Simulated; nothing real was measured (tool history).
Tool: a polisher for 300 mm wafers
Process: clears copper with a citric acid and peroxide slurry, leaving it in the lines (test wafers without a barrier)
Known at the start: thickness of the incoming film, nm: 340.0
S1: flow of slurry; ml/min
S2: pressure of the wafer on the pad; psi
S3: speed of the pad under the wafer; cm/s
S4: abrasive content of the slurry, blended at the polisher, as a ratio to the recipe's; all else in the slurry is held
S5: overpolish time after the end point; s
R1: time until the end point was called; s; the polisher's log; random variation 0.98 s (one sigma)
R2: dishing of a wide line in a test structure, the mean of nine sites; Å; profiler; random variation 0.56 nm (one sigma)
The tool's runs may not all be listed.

run	hour	S1	S2	S3	S4	S5	R1	R2
1	0.0	155	3.0	130	1.0	10	127.79	211.12
2	4.7	155	3.0	150	1.0	10	113.50	233.07
3	5.5	170	3.0	150	1.0	10	110.72	240.09
4	13.0	170	3.1	150	1.0	10	108.29	237.89
5	17.6	170	3.1	150	1.0	12	107.35	279.64
6	23.5	170	3.1	128	1.0	12	125.01	251.72
7	29.7	170	3.2	128	1.0	12	119.12	261.90
8	32.8	170	3.3	128	1.0	12	117.05	267.73
9	38.7	170	3.4	128	1.0	12	115.02	272.07

The next listed run, before its measurement:
10	41.7	170	3.5	128	1.0	12	?	?

{"run 10": {"R1": 111.3, "R2": 273.17}}

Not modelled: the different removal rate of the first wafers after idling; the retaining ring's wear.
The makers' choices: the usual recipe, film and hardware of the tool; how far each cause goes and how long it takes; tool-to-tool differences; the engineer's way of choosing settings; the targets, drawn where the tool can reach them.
